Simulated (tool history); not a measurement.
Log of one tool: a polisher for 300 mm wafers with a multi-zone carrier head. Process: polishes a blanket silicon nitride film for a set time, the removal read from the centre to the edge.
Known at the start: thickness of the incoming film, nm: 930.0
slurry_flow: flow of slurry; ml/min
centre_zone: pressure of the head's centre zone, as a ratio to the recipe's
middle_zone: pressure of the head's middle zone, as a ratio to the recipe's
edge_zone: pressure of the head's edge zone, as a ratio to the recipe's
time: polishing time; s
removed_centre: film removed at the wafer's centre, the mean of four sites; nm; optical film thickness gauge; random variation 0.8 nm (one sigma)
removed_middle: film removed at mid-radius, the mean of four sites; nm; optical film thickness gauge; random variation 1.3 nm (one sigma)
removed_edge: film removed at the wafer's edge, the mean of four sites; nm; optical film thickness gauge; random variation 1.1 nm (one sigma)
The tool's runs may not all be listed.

run    day  slurry_flow  centre_zone  middle_zone  edge_zone  time  removed_centre  removed_middle  removed_edge
  1      0          305            1            1          1    65          163.05          164.55        162.59
  2  0.162          305            1         1.06          1    65          161.48          172.24        160.35
  3  0.262          300         0.98         1.02       0.98    57          139.67          145.06        142.54
  4  0.567          300         0.98         1.05       0.98    57          140.91          148.81        143.72
  5  0.725          300         1.02         1.05       0.98    57          146.15          147.85        143.41
  6  0.879          300         1.02         1.05       0.98    49          126.02          126.13        123.37
  7  1.038          300            1         1.04       0.99    45          110.35          113.81        113.91
  8  1.079          300            1         1.04          1    43          107.64          110.19        108.91
  9  1.396          295         0.99         1.03       1.02    42          103.52          107.67        107.48
 10  1.521          295         0.99         1.02       1.03    40          99.178          99.759        101.23

The next listed run, before its measurement:
 11  1.571          295         0.98         1.01       1.05    40               ?               ?             ?

{"run 11": {"removed_centre": 98.652, "removed_middle": 101.62, "removed_edge": 102.83}}

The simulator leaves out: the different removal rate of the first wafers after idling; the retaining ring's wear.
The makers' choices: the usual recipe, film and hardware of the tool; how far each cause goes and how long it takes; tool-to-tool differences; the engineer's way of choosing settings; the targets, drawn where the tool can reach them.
